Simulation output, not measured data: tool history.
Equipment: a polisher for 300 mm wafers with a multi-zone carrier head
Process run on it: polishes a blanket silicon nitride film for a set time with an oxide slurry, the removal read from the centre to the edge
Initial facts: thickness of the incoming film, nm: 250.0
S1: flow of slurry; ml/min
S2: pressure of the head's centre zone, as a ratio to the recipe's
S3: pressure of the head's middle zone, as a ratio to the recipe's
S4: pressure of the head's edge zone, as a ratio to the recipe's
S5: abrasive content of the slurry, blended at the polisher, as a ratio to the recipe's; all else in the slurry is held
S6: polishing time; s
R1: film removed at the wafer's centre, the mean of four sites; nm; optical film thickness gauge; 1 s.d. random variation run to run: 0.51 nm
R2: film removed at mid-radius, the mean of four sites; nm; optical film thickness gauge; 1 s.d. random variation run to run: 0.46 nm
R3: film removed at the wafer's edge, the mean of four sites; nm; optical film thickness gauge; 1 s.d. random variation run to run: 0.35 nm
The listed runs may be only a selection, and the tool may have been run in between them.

run	hour	S1	S2	S3	S4	S5	S6	R1	R2	R3
1	0.0	320	1.00	1.00	1.00	1.00	38	29.446	29.703	30.339
2	4.5	320	1.00	1.00	1.00	1.10	38	31.006	31.642	30.957
3	9.7	320	0.99	1.01	1.03	1.15	39	32.510	33.017	33.743
4	17.3	320	0.99	0.96	1.03	1.15	39	32.088	31.059	33.304
5	18.6	320	0.99	0.96	1.03	1.30	39	33.380	32.527	35.089
6	26.8	325	0.99	0.99	1.04	1.30	39	33.344	34.497	35.375

Predict the results of run 7:
7	35.5	325	1.00	1.01	1.06	1.30	39	?	?	?

R1: 34.320 nm
R2: 34.219 nm
R3: 35.594 nm

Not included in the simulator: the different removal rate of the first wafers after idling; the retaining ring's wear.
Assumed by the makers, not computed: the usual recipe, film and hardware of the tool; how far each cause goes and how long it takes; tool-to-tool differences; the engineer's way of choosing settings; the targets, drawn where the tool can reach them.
